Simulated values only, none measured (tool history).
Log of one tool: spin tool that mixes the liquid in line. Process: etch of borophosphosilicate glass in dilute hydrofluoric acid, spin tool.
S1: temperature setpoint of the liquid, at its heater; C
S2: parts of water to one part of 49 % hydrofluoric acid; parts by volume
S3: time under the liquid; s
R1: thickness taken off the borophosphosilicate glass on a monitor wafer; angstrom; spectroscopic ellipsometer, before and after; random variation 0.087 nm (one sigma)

Run 1, hour 0: S1 26 C, S2 235 parts by volume, S3 55 s. Result: R1 151.72 angstrom.
Run 2, hour 4.2: S1 25 C, S2 235 parts by volume, S3 55 s. Result: R1 145.87 angstrom.
Run 3, hour 5.6: S1 28 C, S2 235 parts by volume, S3 55 s. Result: R1 161.44 angstrom.
Run 4, hour 11.9: S1 26.5 C, S2 235 parts by volume, S3 55 s. Result: R1 153.33 angstrom.
Run 5, hour 16.2: S1 25.5 C, S2 235 parts by volume, S3 55 s. Result: R1 149.57 angstrom.
Run 6, hour 22.5: S1 28.5 C, S2 235 parts by volume, S3 55 s. Result: R1 166.46 angstrom.
Run 7, hour 26.5: S1 27 C, S2 235 parts by volume, S3 55 s. Result: R1 155.65 angstrom.
Run 8, hour 32.4: S1 26 C, S2 235 parts by volume, S3 55 s. Result: R1 152.68 angstrom.

The next listed run, before its measurement:
Run 9, hour 37: S1 22 C, S2 240 parts by volume, S3 55 s. Result: R1 ?.

R1: 128.49 angstrom
